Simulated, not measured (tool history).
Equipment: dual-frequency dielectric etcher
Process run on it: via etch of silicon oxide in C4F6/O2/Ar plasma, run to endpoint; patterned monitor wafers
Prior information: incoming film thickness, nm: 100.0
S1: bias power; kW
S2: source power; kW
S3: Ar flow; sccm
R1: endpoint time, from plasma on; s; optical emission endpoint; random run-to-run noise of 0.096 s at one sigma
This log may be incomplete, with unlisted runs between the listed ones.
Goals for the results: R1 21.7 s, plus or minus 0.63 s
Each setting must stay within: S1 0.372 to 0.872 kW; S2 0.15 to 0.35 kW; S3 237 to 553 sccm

{"run": 1, "hour": 0.0, "S1": 0.622, "S2": 0.25, "S3": 395, "R1": 25.094}
{"run": 2, "hour": 4.1, "S1": 0.572, "S2": 0.25, "S3": 395, "R1": 25.959}
{"run": 3, "hour": 5.2, "S1": 0.572, "S2": 0.25, "S3": 366, "R1": 25.713}
{"run": 4, "hour": 8.2, "S1": 0.635, "S2": 0.26, "S3": 362, "R1": 24.314}
{"run": 5, "hour": 14.1, "S1": 0.582, "S2": 0.26, "S3": 362, "R1": 25}
{"run": 6, "hour": 22.5, "S1": 0.634, "S2": 0.27, "S3": 358, "R1": 23.937}
{"run": 7, "hour": 27.5, "S1": 0.634, "S2": 0.27, "S3": 358, "R1": 24.027}
{"run": 8, "hour": 31.6, "S1": 0.634, "S2": 0.27, "S3": 358, "R1": 23.904}
{"run": 9, "hour": 37.8, "S1": 0.67, "S2": 0.28, "S3": 355, "R1": 22.996}

Of the 5 settings listed for the next run, only one would bring every result within its allowed miss of target. Which one?
{"run": "A", "hour": 44.0, "S1": 0.684, "S2": 0.27, "S3": 335, "R1": "?"}
{"run": "B", "hour": 44.0, "S1": 0.623, "S2": 0.28, "S3": 374, "R1": "?"}
{"run": "C", "hour": 44.0, "S1": 0.816, "S2": 0.29, "S3": 393, "R1": "?"}
{"run": "D", "hour": 44.0, "S1": 0.74, "S2": 0.25, "S3": 439, "R1": "?"}
{"run": "E", "hour": 44.0, "S1": 0.67, "S2": 0.29, "S3": 386, "R1": "?"}

move=A R1=23.354
move=B R1=24.103
move=C R1=21.815
move=D R1=24.259
move=E R1=23.298
A: its largest miss is bigger than the last run's
B: its largest miss is bigger than the last run's
C: in spec on every target
D: its largest miss is bigger than the last run's
E: its largest miss is bigger than the last run's
So the answer is move C, the one that meets all the targets.
